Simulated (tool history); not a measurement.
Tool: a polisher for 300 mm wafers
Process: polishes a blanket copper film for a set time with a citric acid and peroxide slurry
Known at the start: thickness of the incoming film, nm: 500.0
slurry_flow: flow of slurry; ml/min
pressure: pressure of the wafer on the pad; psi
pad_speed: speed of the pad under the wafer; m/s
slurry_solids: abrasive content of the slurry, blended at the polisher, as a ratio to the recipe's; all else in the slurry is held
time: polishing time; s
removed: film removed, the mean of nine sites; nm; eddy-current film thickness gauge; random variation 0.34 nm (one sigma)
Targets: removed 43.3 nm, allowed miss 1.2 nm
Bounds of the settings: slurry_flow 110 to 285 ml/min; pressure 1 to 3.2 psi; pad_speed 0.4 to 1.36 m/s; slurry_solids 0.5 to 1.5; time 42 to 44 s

{"run": 1, "hour": 0.0, "slurry_flow": 180, "pressure": 2.1, "pad_speed": 0.88, "slurry_solids": 1, "time": 42, "removed": 57.368}
{"run": 2, "hour": 3.8, "slurry_flow": 175, "pressure": 2, "pad_speed": 0.88, "slurry_solids": 1, "time": 42, "removed": 54.619}
{"run": 3, "hour": 4.5, "slurry_flow": 170, "pressure": 1.9, "pad_speed": 0.88, "slurry_solids": 1, "time": 42, "removed": 52.335}
{"run": 4, "hour": 8.5, "slurry_flow": 170, "pressure": 1.9, "pad_speed": 0.88, "slurry_solids": 0.9, "time": 42, "removed": 51.354}
{"run": 5, "hour": 11.6, "slurry_flow": 170, "pressure": 2.4, "pad_speed": 0.88, "slurry_solids": 0.9, "time": 42, "removed": 61.668}
{"run": 6, "hour": 18.6, "slurry_flow": 170, "pressure": 2.4, "pad_speed": 0.76, "slurry_solids": 0.9, "time": 42, "removed": 53.521}
{"run": 7, "hour": 20.1, "slurry_flow": 165, "pressure": 2.3, "pad_speed": 0.76, "slurry_solids": 0.9, "time": 42, "removed": 51.624}
{"run": 8, "hour": 23.6, "slurry_flow": 160, "pressure": 2.2, "pad_speed": 0.76, "slurry_solids": 0.9, "time": 42, "removed": 49.9}
{"run": 9, "hour": 30.5, "slurry_flow": 160, "pressure": 2.2, "pad_speed": 0.76, "slurry_solids": 0.9, "time": 42, "removed": 49.754}
{"run": 10, "hour": 32.8, "slurry_flow": 160, "pressure": 2.1, "pad_speed": 0.76, "slurry_solids": 0.9, "time": 42, "removed": 47.963}
{"run": 11, "hour": 34.3, "slurry_flow": 155, "pressure": 2, "pad_speed": 0.76, "slurry_solids": 0.9, "time": 42, "removed": 46.003}

4 next moves are on the table. One of them brings every result within its allowed miss. Which?
{"run": "A", "hour": 35.8, "slurry_flow": 170, "pressure": 1.8, "pad_speed": 0.84, "slurry_solids": 0.8, "time": 43, "removed": "?"}
{"run": "B", "hour": 35.8, "slurry_flow": 205, "pressure": 1.5, "pad_speed": 0.8, "slurry_solids": 1, "time": 44, "removed": "?"}
{"run": "C", "hour": 35.8, "slurry_flow": 210, "pressure": 1.6, "pad_speed": 0.96, "slurry_solids": 0.9, "time": 42, "removed": "?"}
{"run": "D", "hour": 35.8, "slurry_flow": 135, "pressure": 2, "pad_speed": 0.76, "slurry_solids": 0.85, "time": 44, "removed": "?"}

move=A removed=46.892
move=B removed=43.224
move=C removed=50.322
move=D removed=46.439
A: further off than the last run
B: meets every target
C: further off than the last run
D: further off than the last run
Move B is the one to make.
